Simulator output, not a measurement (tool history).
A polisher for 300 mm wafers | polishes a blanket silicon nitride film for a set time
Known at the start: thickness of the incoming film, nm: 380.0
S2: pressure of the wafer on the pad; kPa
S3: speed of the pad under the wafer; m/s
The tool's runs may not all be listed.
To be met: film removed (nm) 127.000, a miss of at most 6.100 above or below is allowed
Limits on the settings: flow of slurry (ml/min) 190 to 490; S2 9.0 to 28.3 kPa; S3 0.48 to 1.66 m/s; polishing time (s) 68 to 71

{"run": 1, "hour": 0.0, "flow of slurry (ml/min)": 315, "S2": 18.6, "S3": 1.06, "polishing time (s)": 68, "film removed (nm)": 93.759}
{"run": 2, "hour": 7.5, "flow of slurry (ml/min)": 315, "S2": 20.7, "S3": 1.06, "polishing time (s)": 68, "film removed (nm)": 102.83}
{"run": 3, "hour": 9.4, "flow of slurry (ml/min)": 395, "S2": 20.7, "S3": 1.06, "polishing time (s)": 68, "film removed (nm)": 103.1}
{"run": 4, "hour": 16.4, "flow of slurry (ml/min)": 365, "S2": 20.7, "S3": 1.06, "polishing time (s)": 68, "film removed (nm)": 103.6}
{"run": 5, "hour": 20.0, "flow of slurry (ml/min)": 365, "S2": 19.3, "S3": 1.06, "polishing time (s)": 68, "film removed (nm)": 97.442}
{"run": 6, "hour": 27.1, "flow of slurry (ml/min)": 365, "S2": 19.3, "S3": 0.94, "polishing time (s)": 68, "film removed (nm)": 88.967}
{"run": 7, "hour": 35.9, "flow of slurry (ml/min)": 365, "S2": 20.7, "S3": 0.94, "polishing time (s)": 68, "film removed (nm)": 97.107}
{"run": 8, "hour": 43.8, "flow of slurry (ml/min)": 365, "S2": 21.4, "S3": 0.94, "polishing time (s)": 68, "film removed (nm)": 96.194}
{"run": 9, "hour": 47.1, "flow of slurry (ml/min)": 365, "S2": 22.8, "S3": 0.94, "polishing time (s)": 68, "film removed (nm)": 102.94}

Pick the move, out of 4, that brings all results within their allowed miss; only one does.
{"run": "A", "hour": 50.4, "flow of slurry (ml/min)": 370, "S2": 25.5, "S3": 0.86, "polishing time (s)": 71, "film removed (nm)": "?"}
{"run": "B", "hour": 50.4, "flow of slurry (ml/min)": 340, "S2": 24.8, "S3": 1.02, "polishing time (s)": 71, "film removed (nm)": "?"}
{"run": "C", "hour": 50.4, "flow of slurry (ml/min)": 300, "S2": 21.4, "S3": 0.8, "polishing time (s)": 68, "film removed (nm)": "?"}
{"run": "D", "hour": 50.4, "flow of slurry (ml/min)": 480, "S2": 24.8, "S3": 0.86, "polishing time (s)": 70, "film removed (nm)": "?"}

move=A film_removed_(nm)=116.120
move=B film_removed_(nm)=126.870
move=C film_removed_(nm)=87.652
move=D film_removed_(nm)=113.190
A: closes in on the targets versus the last run, not all within tolerance yet
B: every result lands within tolerance
C: lands further from the targets than the last run did
D: closes in on the targets versus the last run, not all within tolerance yet
Answer: B
